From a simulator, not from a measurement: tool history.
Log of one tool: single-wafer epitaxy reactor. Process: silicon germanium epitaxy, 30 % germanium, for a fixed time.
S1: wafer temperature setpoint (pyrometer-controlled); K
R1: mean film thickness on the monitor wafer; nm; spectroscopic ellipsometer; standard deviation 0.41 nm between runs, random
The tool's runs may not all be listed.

run 1 hour=0.0 | S1=888.15 chamber_pressure_(Pa)=2306 | R1=68.340
run 2 hour=6.4 | S1=888.15 chamber_pressure_(Pa)=2586 | R1=73.902
run 3 hour=7.7 | S1=888.15 chamber_pressure_(Pa)=2440 | R1=70.859
run 4 hour=14.7 | S1=888.15 chamber_pressure_(Pa)=2786 | R1=75.412
run 5 hour=18.9 | S1=892.15 chamber_pressure_(Pa)=2786 | R1=82.577
run 6 hour=22.2 | S1=896.15 chamber_pressure_(Pa)=2786 | R1=89.138
run 7 hour=29.5 | S1=894.15 chamber_pressure_(Pa)=2786 | R1=85.880

Run 8 is up next; what results do you expect?
run 8 hour=37.3 | S1=893.15 chamber_pressure_(Pa)=2786 | R1=?

{"run 8": {"R1": 83.481}}
